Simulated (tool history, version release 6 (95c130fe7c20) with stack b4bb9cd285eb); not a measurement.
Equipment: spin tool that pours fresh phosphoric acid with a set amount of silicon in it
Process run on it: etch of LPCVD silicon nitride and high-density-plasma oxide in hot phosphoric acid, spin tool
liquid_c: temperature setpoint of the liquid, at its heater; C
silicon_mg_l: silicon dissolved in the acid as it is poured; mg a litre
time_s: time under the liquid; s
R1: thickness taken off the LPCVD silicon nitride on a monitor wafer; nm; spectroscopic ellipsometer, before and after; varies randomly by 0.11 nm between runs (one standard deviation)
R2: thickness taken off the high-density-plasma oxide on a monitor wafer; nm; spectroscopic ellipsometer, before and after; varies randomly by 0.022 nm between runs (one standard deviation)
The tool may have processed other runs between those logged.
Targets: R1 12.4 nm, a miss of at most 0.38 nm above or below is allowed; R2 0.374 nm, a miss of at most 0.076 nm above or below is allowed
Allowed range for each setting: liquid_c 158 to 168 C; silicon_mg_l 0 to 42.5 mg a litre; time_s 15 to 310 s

run 1 hour=0 | liquid_c=163 silicon_mg_l=18.5 time_s=160 | R1=17.284 R2=0.49409
run 2 hour=3.4 | liquid_c=163 silicon_mg_l=18.5 time_s=185 | R1=20.077 R2=0.55102
run 3 hour=5.8 | liquid_c=163 silicon_mg_l=23 time_s=185 | R1=19.835 R2=0.54122
run 4 hour=10.5 | liquid_c=163 silicon_mg_l=15 time_s=185 | R1=19.781 R2=0.61973
run 5 hour=17.4 | liquid_c=162 silicon_mg_l=13.5 time_s=170 | R1=17.595 R2=0.58291
run 6 hour=18.6 | liquid_c=162 silicon_mg_l=4 time_s=170 | R1=17.473 R2=0.66536
run 7 hour=27.4 | liquid_c=159.5 silicon_mg_l=11.5 time_s=125 | R1=11.987 R2=0.38011
run 8 hour=34.7 | liquid_c=159.5 silicon_mg_l=12 time_s=125 | R1=11.766 R2=0.35956
run 9 hour=41.5 | liquid_c=160.5 silicon_mg_l=14 time_s=130 | R1=12.945 R2=0.39334

5 next moves are on the table. One of them brings every result within its allowed miss. Which?
run A hour=48.3 | liquid_c=159.5 silicon_mg_l=29 time_s=145 | R1=? R2=?
run B hour=48.3 | liquid_c=160.5 silicon_mg_l=13 time_s=135 | R1=? R2=?
run C hour=48.3 | liquid_c=161.5 silicon_mg_l=14.5 time_s=115 | R1=? R2=?
run D hour=48.3 | liquid_c=160.5 silicon_mg_l=12.5 time_s=125 | R1=? R2=?
run E hour=48.3 | liquid_c=160.5 silicon_mg_l=23 time_s=140 | R1=? R2=?

move=A R1=13.785 R2=0.23329
move=B R1=13.273 R2=0.37786
move=C R1=11.691 R2=0.33414
move=D R1=12.29 R2=0.35403
move=E R1=13.765 R2=0.29855
A: moves away from the targets compared with the last run
B: moves away from the targets compared with the last run
C: the result that was furthest off in the last run now lies on the other side of its target
D: hits every target within its allowed miss
E: moves away from the targets compared with the last run
D meets every target.
